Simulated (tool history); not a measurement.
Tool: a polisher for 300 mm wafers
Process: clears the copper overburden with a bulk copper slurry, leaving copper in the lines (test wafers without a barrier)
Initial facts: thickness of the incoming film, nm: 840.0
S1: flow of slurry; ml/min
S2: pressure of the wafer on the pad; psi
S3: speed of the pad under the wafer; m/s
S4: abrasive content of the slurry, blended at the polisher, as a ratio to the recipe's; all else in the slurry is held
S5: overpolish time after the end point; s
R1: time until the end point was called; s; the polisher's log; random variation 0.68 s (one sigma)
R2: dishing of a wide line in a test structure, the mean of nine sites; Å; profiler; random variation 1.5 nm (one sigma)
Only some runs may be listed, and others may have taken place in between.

run  hour   S1   S2    S3    S4  S5      R1      R2
  1     0  125  1.7  1.24     1  26  106.82  776.97
  2   2.2  125  1.7  1.24  1.15  26  102.96  781.76
  3   4.8  125  1.7  1.24  1.15  17  101.91  647.57
  4  12.8  125  1.7  1.42  1.15  17  87.693  670.16
  5  18.8  130  1.8   1.4  1.15  20  86.544  771.62
  6  23.9  130  1.8   1.4  1.35  20   82.65  780.98
  7  29.4  135  1.9   1.4  1.35  21  78.816  807.77

Estimate the outcome of run 8 from the log above:
  8  32.1  135  1.9  1.4  1.35  21   ?   ?

R1: 77.744 s
R2: 813.36 Å
